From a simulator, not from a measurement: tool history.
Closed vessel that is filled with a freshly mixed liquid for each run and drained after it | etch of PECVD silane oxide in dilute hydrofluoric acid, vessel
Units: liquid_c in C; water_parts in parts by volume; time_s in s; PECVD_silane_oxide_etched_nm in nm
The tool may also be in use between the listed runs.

Run 1, hour 0: liquid_c 26 C, water_parts 265 parts by volume, time_s 90 s. Result: PECVD_silane_oxide_etched_nm 14.345 nm.
Run 2, hour 4.9: liquid_c 27.5 C, water_parts 240 parts by volume, time_s 90 s. Result: PECVD_silane_oxide_etched_nm 17.278 nm.
Run 3, hour 6.7: liquid_c 29 C, water_parts 225 parts by volume, time_s 90 s. Result: PECVD_silane_oxide_etched_nm 19.702 nm.
Run 4, hour 12.7: liquid_c 30 C, water_parts 210 parts by volume, time_s 90 s. Result: PECVD_silane_oxide_etched_nm 22.278 nm.
Run 5, hour 21.5: liquid_c 33.5 C, water_parts 210 parts by volume, time_s 90 s. Result: PECVD_silane_oxide_etched_nm 25.065 nm.
Run 6, hour 23: liquid_c 34 C, water_parts 210 parts by volume, time_s 90 s. Result: PECVD_silane_oxide_etched_nm 25.442 nm.
Run 7, hour 25.3: liquid_c 34 C, water_parts 200 parts by volume, time_s 90 s. Result: PECVD_silane_oxide_etched_nm 27.033 nm.
Run 8, hour 29.8: liquid_c 34 C, water_parts 195 parts by volume, time_s 90 s. Result: PECVD_silane_oxide_etched_nm 28.003 nm.
Run 9, hour 35.6: liquid_c 34 C, water_parts 165 parts by volume, time_s 90 s. Result: PECVD_silane_oxide_etched_nm 34.451 nm.
Run 10, hour 37.8: liquid_c 33.5 C, water_parts 165 parts by volume, time_s 90 s. Result: PECVD_silane_oxide_etched_nm 33.842 nm.

Forecast run 11:
Run 11, hour 42.9: liquid_c 33 C, water_parts 165 parts by volume, time_s 90 s. Result: PECVD_silane_oxide_etched_nm ?.

{"run 11": {"PECVD_silane_oxide_etched_nm": 33.395}}
